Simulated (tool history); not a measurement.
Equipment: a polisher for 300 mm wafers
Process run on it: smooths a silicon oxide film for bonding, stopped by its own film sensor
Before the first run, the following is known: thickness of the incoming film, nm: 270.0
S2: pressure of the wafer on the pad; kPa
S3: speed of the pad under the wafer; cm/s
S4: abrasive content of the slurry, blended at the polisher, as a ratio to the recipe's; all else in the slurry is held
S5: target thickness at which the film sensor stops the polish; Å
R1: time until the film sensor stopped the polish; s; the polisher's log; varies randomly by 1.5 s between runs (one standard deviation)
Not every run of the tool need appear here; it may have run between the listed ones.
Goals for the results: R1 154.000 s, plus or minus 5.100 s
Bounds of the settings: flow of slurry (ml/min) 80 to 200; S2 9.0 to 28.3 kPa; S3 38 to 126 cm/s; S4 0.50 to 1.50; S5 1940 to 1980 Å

Run 1, day 0.000: flow of slurry (ml/min) 130, S2 18.6 kPa, S3 82 cm/s, S4 1.00, S5 1980 Å. Result: R1 84.982 s.
Run 2, day 0.367: flow of slurry (ml/min) 125, S2 16.5 kPa, S3 80 cm/s, S4 1.00, S5 1980 Å. Result: R1 97.417 s.
Run 3, day 0.558: flow of slurry (ml/min) 120, S2 14.5 kPa, S3 80 cm/s, S4 1.00, S5 1980 Å. Result: R1 109.420 s.
Run 4, day 0.642: flow of slurry (ml/min) 120, S2 17.2 kPa, S3 80 cm/s, S4 1.00, S5 1980 Å. Result: R1 94.414 s.
Run 5, day 0.762: flow of slurry (ml/min) 120, S2 17.2 kPa, S3 80 cm/s, S4 0.90, S5 1980 Å. Result: R1 101.330 s.
Run 6, day 1.088: flow of slurry (ml/min) 120, S2 20.0 kPa, S3 80 cm/s, S4 0.90, S5 1980 Å. Result: R1 87.942 s.
Run 7, day 1.279: flow of slurry (ml/min) 115, S2 17.9 kPa, S3 80 cm/s, S4 0.90, S5 1980 Å. Result: R1 97.857 s.
Run 8, day 1.350: flow of slurry (ml/min) 110, S2 15.9 kPa, S3 80 cm/s, S4 0.90, S5 1980 Å. Result: R1 112.260 s.
Run 9, day 1.546: flow of slurry (ml/min) 105, S2 14.5 kPa, S3 80 cm/s, S4 0.90, S5 1980 Å. Result: R1 121.020 s.
Run 10, day 1.638: flow of slurry (ml/min) 95, S2 9.7 kPa, S3 78 cm/s, S4 0.90, S5 1980 Å. Result: R1 183.500 s.
Run 11, day 1.746: flow of slurry (ml/min) 105, S2 9.7 kPa, S3 78 cm/s, S4 0.90, S5 1980 Å. Result: R1 175.970 s.
Run 12, day 1.879: flow of slurry (ml/min) 115, S2 9.7 kPa, S3 78 cm/s, S4 0.90, S5 1980 Å. Result: R1 173.480 s.
Run 13, day 1.904: flow of slurry (ml/min) 120, S2 9.7 kPa, S3 78 cm/s, S4 0.90, S5 1980 Å. Result: R1 174.190 s.
Run 14, day 2.025: flow of slurry (ml/min) 120, S2 9.7 kPa, S3 78 cm/s, S4 0.90, S5 1980 Å. Result: R1 175.600 s.

Below are 4 possible settings for the next run. Only one of them brings all results inside the allowed miss of their targets. Which is it?
Run A, day 2.146: flow of slurry (ml/min) 120, S2 10.3 kPa, S3 72 cm/s, S4 0.85, S5 1940 Å. Result: R1 ?.
Run B, day 2.146: flow of slurry (ml/min) 125, S2 11.0 kPa, S3 72 cm/s, S4 0.75, S5 1940 Å. Result: R1 ?.
Run C, day 2.146: flow of slurry (ml/min) 115, S2 11.7 kPa, S3 86 cm/s, S4 0.85, S5 1980 Å. Result: R1 ?.
Run D, day 2.146: flow of slurry (ml/min) 90, S2 9.7 kPa, S3 118 cm/s, S4 0.80, S5 1940 Å. Result: R1 ?.

move       R1
   A  189.920
   B  197.550
   C  141.050
   D  150.950
A: the biggest miss grows against the last run
B: the biggest miss grows against the last run
C: takes the result that was furthest off past its target
D: all results land within tolerance of their targets
D meets every target.
